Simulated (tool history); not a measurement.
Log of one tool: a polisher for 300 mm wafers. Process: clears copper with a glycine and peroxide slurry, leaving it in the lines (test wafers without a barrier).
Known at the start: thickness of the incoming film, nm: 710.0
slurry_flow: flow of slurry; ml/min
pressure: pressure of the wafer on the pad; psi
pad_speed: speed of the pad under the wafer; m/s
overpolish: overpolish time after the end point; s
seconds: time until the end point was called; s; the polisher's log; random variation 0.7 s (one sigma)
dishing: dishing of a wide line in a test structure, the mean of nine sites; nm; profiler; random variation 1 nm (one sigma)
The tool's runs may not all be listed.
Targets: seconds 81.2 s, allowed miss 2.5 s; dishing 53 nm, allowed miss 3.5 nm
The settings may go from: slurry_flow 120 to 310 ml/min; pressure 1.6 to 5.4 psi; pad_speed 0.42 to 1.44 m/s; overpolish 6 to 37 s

| run | day | slurry_flow | pressure | pad_speed | overpolish | seconds | dishing |
|---|---|---|---|---|---|---|---|
| 1 | 0 | 200 | 3.5 | 0.92 | 19 | 105.2 | 58.436 |
| 2 | 0.15 | 215 | 3.5 | 0.92 | 19 | 104.99 | 57.81 |
| 3 | 0.262 | 180 | 3.5 | 0.92 | 19 | 107.63 | 56.806 |
| 4 | 0.488 | 180 | 4.1 | 0.92 | 19 | 93.897 | 61.296 |
| 5 | 0.629 | 185 | 4.2 | 0.92 | 18 | 91.396 | 61.107 |
| 6 | 0.875 | 190 | 4.2 | 0.92 | 17 | 90.886 | 58.757 |
| 7 | 1.071 | 195 | 4.2 | 0.92 | 16 | 90.743 | 57.199 |
| 8 | 1.333 | 200 | 4.2 | 0.92 | 15 | 90.334 | 53.784 |
| 9 | 1.383 | 205 | 4.2 | 0.92 | 15 | 89.908 | 52.951 |
| 10 | 1.658 | 210 | 4.2 | 0.92 | 15 | 88.806 | 53.271 |

4 next moves are on the table. One of them brings every result within its allowed miss. Which?
| A | 1.933 | 180 | 5 | 0.88 | 12 | ? | ? |
| B | 1.933 | 260 | 4.1 | 0.78 | 20 | ? | ? |
| C | 1.933 | 225 | 4.4 | 0.7 | 13 | ? | ? |
| D | 1.933 | 220 | 3.8 | 0.96 | 13 | ? | ? |

| move | seconds | dishing |
|---|---|---|
| A | 81.508 | 52.15 |
| B | 99.48 | 59.875 |
| C | 101.69 | 48.808 |
| D | 94.967 | 49.964 |
A: meets every target
B: further off than the last run
C: further off than the last run
D: further off than the last run
Answer: A
